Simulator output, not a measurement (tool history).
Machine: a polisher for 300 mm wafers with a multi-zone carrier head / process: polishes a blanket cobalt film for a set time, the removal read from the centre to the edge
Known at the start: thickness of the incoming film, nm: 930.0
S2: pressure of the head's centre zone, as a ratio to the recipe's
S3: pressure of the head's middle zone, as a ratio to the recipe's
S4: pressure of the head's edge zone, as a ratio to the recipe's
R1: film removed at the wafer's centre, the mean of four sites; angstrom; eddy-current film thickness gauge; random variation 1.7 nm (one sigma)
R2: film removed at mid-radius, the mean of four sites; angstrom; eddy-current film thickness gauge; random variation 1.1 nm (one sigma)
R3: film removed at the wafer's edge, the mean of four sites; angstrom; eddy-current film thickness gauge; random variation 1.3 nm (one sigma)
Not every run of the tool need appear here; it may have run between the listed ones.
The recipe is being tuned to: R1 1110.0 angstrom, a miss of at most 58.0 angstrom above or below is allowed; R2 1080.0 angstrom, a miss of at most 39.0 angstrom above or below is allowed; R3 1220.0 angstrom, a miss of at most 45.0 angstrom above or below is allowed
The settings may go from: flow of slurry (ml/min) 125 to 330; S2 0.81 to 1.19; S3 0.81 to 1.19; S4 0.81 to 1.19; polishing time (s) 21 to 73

run 1 day=0.000 | flow_of_slurry_(ml/min)=210 S2=1.00 S3=1.00 S4=1.00 polishing_time_(s)=47 | R1=2321.4 R2=2109.1 R3=2187.1
run 2 day=0.304 | flow_of_slurry_(ml/min)=210 S2=1.00 S3=1.00 S4=0.91 polishing_time_(s)=47 | R1=2311.7 R2=2128.1 R3=2122.5
run 3 day=0.454 | flow_of_slurry_(ml/min)=210 S2=1.00 S3=1.00 S4=0.87 polishing_time_(s)=47 | R1=2300.1 R2=2091.9 R3=2091.3
run 4 day=0.567 | flow_of_slurry_(ml/min)=210 S2=1.00 S3=1.00 S4=0.81 polishing_time_(s)=47 | R1=2284.2 R2=2133.2 R3=2040.3
run 5 day=0.771 | flow_of_slurry_(ml/min)=210 S2=1.00 S3=0.92 S4=0.81 polishing_time_(s)=47 | R1=2283.6 R2=2002.2 R3=2013.0
run 6 day=1.125 | flow_of_slurry_(ml/min)=210 S2=1.00 S3=0.92 S4=0.81 polishing_time_(s)=47 | R1=2315.4 R2=1969.4 R3=2017.2
run 7 day=1.367 | flow_of_slurry_(ml/min)=200 S2=0.97 S3=0.91 S4=0.82 polishing_time_(s)=43 | R1=2073.2 R2=1811.3 R3=1845.6
run 8 day=1.608 | flow_of_slurry_(ml/min)=190 S2=0.94 S3=0.90 S4=0.86 polishing_time_(s)=39 | R1=1794.7 R2=1601.7 R3=1694.4
run 9 day=1.792 | flow_of_slurry_(ml/min)=185 S2=0.92 S3=0.89 S4=0.87 polishing_time_(s)=37 | R1=1684.5 R2=1511.7 R3=1644.9
run 10 day=1.975 | flow_of_slurry_(ml/min)=180 S2=0.90 S3=0.89 S4=0.87 polishing_time_(s)=35 | R1=1477.5 R2=1394.7 R3=1535.8
run 11 day=2.171 | flow_of_slurry_(ml/min)=175 S2=0.89 S3=0.88 S4=0.86 polishing_time_(s)=34 | R1=1459.0 R2=1345.6 R3=1454.9
run 12 day=2.392 | flow_of_slurry_(ml/min)=170 S2=0.88 S3=0.88 S4=0.86 polishing_time_(s)=33 | R1=1430.9 R2=1295.6 R3=1399.3
run 13 day=2.579 | flow_of_slurry_(ml/min)=170 S2=0.87 S3=0.88 S4=0.87 polishing_time_(s)=32 | R1=1311.2 R2=1259.5 R3=1366.5
run 14 day=2.929 | flow_of_slurry_(ml/min)=165 S2=0.86 S3=0.87 S4=0.87 polishing_time_(s)=32 | R1=1329.2 R2=1238.6 R3=1381.8
run 15 day=2.992 | flow_of_slurry_(ml/min)=160 S2=0.85 S3=0.87 S4=0.87 polishing_time_(s)=31 | R1=1213.0 R2=1181.3 R3=1310.4
-- day=3.275 centre zone pressure recalibrated
run 16 day=3.275 | flow_of_slurry_(ml/min)=155 S2=0.85 S3=0.86 S4=0.87 polishing_time_(s)=31 | R1=1146.5 R2=1176.6 R3=1303.4
run 17 day=3.483 | flow_of_slurry_(ml/min)=155 S2=0.85 S3=0.85 S4=0.87 polishing_time_(s)=31 | R1=1154.2 R2=1155.9 R3=1306.7
run 18 day=3.812 | flow_of_slurry_(ml/min)=155 S2=0.85 S3=0.84 S4=0.86 polishing_time_(s)=31 | R1=1146.6 R2=1138.8 R3=1328.0

Which one of the following 5 next-run settings gets every result inside its allowed miss? There is exactly one.
run A day=4.142 | flow_of_slurry_(ml/min)=245 S2=1.01 S3=1.04 S4=1.03 polishing_time_(s)=25 | R1=? R2=? R3=?
run B day=4.142 | flow_of_slurry_(ml/min)=145 S2=0.93 S3=0.86 S4=0.83 polishing_time_(s)=33 | R1=? R2=? R3=?
run C day=4.142 | flow_of_slurry_(ml/min)=200 S2=0.94 S3=0.85 S4=0.91 polishing_time_(s)=30 | R1=? R2=? R3=?
run D day=4.142 | flow_of_slurry_(ml/min)=180 S2=0.90 S3=0.89 S4=0.94 polishing_time_(s)=27 | R1=? R2=? R3=?
run E day=4.142 | flow_of_slurry_(ml/min)=205 S2=0.94 S3=0.83 S4=0.85 polishing_time_(s)=28 | R1=? R2=? R3=?

move=A R1=1226.8 R2=1202.4 R3=1195.5
move=B R1=1343.2 R2=1236.3 R3=1338.2
move=C R1=1324.3 R2=1185.0 R3=1327.2
move=D R1=1118.4 R2=1088.2 R3=1196.1
move=E R1=1241.2 R2=1088.9 R3=1204.7
A: the furthest-off result lands on target, but another misses its tolerance
B: lands further from the targets than the last run did
C: lands further from the targets than the last run did
D: in spec on every target
E: the furthest-off result lands on target, but another misses its tolerance
D meets every target.
